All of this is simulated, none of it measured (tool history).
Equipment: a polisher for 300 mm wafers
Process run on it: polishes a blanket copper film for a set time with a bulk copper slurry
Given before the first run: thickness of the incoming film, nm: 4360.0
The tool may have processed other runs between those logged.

run    day  flow of slurry (ml/min)  pressure of the wafer on the pad (kPa)  speed of the pad under the wafer (m/s)  abrasive content of the slurry  polishing time (s)  film removed (nm)
  1      0                      140                                    18.6                                     0.9                               1                 122             1094.7
  2  0.246                      135                                    17.9                                     0.9                               1                 122             1051.8
  3  0.421                      135                                    17.9                                     1.1                               1                 122             1217.4
  4  0.725                      135                                    17.9                                     1.1                               1                 128             1259.7
  5  1.096                      130                                    16.5                                     1.1                               1                 128             1175.5
  6  1.342                      130                                    20.7                                     1.1                               1                 128             1469.7
  7  1.658                      125                                    18.6                                     1.1                               1                 128             1325.3
  8  1.929                      125                                    17.2                                     1.1                               1                 128             1200.3

What will run 9 give?
  9  2.054                      120                                    16.5                                     1.1                               1                 128                  ?

{"run 9": {"film removed (nm)": 1169.6}}
